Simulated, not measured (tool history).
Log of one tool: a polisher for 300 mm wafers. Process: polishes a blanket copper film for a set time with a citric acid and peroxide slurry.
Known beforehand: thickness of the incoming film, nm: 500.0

| run | hour | flow of slurry (ml/min) | pressure of the wafer on the pad (kPa) | speed of the pad under the wafer (cm/s) | abrasive content of the slurry | polishing time (s) | film removed (angstrom) |
|---|---|---|---|---|---|---|---|
| 1 | 0.0 | 215 | 26.2 | 90 | 1.0 | 51 | 1037.10 |
| 2 | 5.6 | 175 | 26.2 | 90 | 1.0 | 51 | 1017.00 |
| 3 | 8.1 | 175 | 26.2 | 102 | 1.0 | 51 | 1137.10 |
| 4 | 16.8 | 175 | 26.2 | 102 | 1.0 | 46 | 1032.00 |
| 5 | 24.2 | 175 | 26.2 | 102 | 1.0 | 46 | 1031.90 |
| 6 | 26.3 | 175 | 23.4 | 102 | 1.0 | 46 | 939.46 |
| 7 | 32.2 | 185 | 25.5 | 102 | 1.0 | 46 | 1011.30 |
| 8 | 37.3 | 185 | 27.6 | 102 | 1.0 | 46 | 1082.30 |
| 9 | 40.9 | 185 | 29.0 | 102 | 1.0 | 46 | 1136.90 |
| 10 | 42.2 | 185 | 29.0 | 102 | 1.0 | 46 | 1139.90 |
| 11 | 50.6 | 190 | 30.3 | 102 | 1.0 | 46 | 1198.60 |

Run 12, settings as shown, results not yet in. Your forecast:
| 12 | 54.3 | 195 | 31.0 | 102 | 1.0 | 46 | ? |

film removed (angstrom): 1220.10

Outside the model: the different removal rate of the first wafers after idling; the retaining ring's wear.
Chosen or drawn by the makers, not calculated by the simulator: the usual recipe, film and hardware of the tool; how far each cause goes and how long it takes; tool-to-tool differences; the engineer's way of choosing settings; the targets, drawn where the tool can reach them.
